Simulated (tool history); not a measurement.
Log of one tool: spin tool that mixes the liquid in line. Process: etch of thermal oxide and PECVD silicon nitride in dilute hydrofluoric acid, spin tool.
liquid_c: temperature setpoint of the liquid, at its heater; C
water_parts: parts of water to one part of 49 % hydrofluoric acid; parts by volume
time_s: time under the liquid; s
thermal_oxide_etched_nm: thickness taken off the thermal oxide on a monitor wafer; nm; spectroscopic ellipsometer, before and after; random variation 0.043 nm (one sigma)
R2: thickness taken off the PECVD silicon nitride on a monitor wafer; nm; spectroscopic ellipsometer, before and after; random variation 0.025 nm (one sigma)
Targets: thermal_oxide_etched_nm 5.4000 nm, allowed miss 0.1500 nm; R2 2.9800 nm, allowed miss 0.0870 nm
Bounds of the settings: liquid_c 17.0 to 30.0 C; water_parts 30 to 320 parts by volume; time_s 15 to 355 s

run 1 day=0.000 | liquid_c=22.0 water_parts=175 time_s=180 | thermal_oxide_etched_nm=4.7328 R2=3.0121
run 2 day=0.317 | liquid_c=21.5 water_parts=165 time_s=175 | thermal_oxide_etched_nm=4.8872 R2=3.0330
run 3 day=0.517 | liquid_c=21.0 water_parts=155 time_s=175 | thermal_oxide_etched_nm=5.1317 R2=3.1514
run 4 day=0.838 | liquid_c=21.0 water_parts=130 time_s=175 | thermal_oxide_etched_nm=6.2085 R2=3.7765
run 5 day=0.883 | liquid_c=21.0 water_parts=180 time_s=175 | thermal_oxide_etched_nm=4.2939 R2=2.7561
run 6 day=0.912 | liquid_c=20.5 water_parts=165 time_s=170 | thermal_oxide_etched_nm=4.5373 R2=2.7421
run 7 day=1.267 | liquid_c=20.0 water_parts=155 time_s=170 | thermal_oxide_etched_nm=4.8967 R2=2.8565
run 8 day=1.429 | liquid_c=20.0 water_parts=150 time_s=170 | thermal_oxide_etched_nm=4.9707 R2=2.9548
run 9 day=1.508 | liquid_c=19.5 water_parts=145 time_s=170 | thermal_oxide_etched_nm=5.1165 R2=2.9819
run 10 day=1.729 | liquid_c=19.0 water_parts=140 time_s=170 | thermal_oxide_etched_nm=5.2017 R2=2.9657

5 next moves are on the table. One of them brings every result within its allowed miss. Which?
run A day=1.950 | liquid_c=17.5 water_parts=145 time_s=195 | thermal_oxide_etched_nm=? R2=?
run B day=1.950 | liquid_c=19.5 water_parts=165 time_s=190 | thermal_oxide_etched_nm=? R2=?
run C day=1.950 | liquid_c=21.0 water_parts=175 time_s=195 | thermal_oxide_etched_nm=? R2=?
run D day=1.950 | liquid_c=22.0 water_parts=130 time_s=130 | thermal_oxide_etched_nm=? R2=?
run E day=1.950 | liquid_c=21.5 water_parts=155 time_s=160 | thermal_oxide_etched_nm=? R2=?

move=A thermal_oxide_etched_nm=5.4025 R2=2.9841
move=B thermal_oxide_etched_nm=4.9023 R2=2.9272
move=C thermal_oxide_etched_nm=4.9716 R2=3.1260
move=D thermal_oxide_etched_nm=4.8773 R2=2.9818
move=E thermal_oxide_etched_nm=4.7989 R2=2.9859
A: meets every target
B: further off than the last run
C: further off than the last run
D: further off than the last run
E: further off than the last run
Answer: A

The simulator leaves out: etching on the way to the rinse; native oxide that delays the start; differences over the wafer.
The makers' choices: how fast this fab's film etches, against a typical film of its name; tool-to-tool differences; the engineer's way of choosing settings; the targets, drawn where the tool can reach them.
